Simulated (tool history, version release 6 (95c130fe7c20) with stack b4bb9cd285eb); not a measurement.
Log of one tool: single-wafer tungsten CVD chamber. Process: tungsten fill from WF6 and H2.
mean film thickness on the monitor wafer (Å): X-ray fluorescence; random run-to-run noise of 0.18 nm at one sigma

run  hour  heater temperature setpoint (K)  chamber pressure (mTorr)  deposition time (s)  mean film thickness on the monitor wafer (Å)
  1   0.0                           673.15                     53200                 25.1                                       1046.20
  2   6.1                           673.15                     56800                 25.1                                       1086.40
  3  14.8                           671.15                     56700                 25.1                                       1045.80
  4  20.0                           671.15                     56700                 23.8                                        987.75
  5  23.4                           670.15                     56700                 23.8                                        965.06
  6  27.1                           669.15                     56700                 23.8                                        944.79
  7  28.8                           668.15                     56700                 23.8                                        925.24
  8  31.4                           666.15                     56600                 23.8                                        882.45

What will run 9 give?
  9  37.7                           665.15                     56600                 23.8                                             ?

For run 9 the tool returned mean film thickness on the monitor wafer (Å) 865.10.

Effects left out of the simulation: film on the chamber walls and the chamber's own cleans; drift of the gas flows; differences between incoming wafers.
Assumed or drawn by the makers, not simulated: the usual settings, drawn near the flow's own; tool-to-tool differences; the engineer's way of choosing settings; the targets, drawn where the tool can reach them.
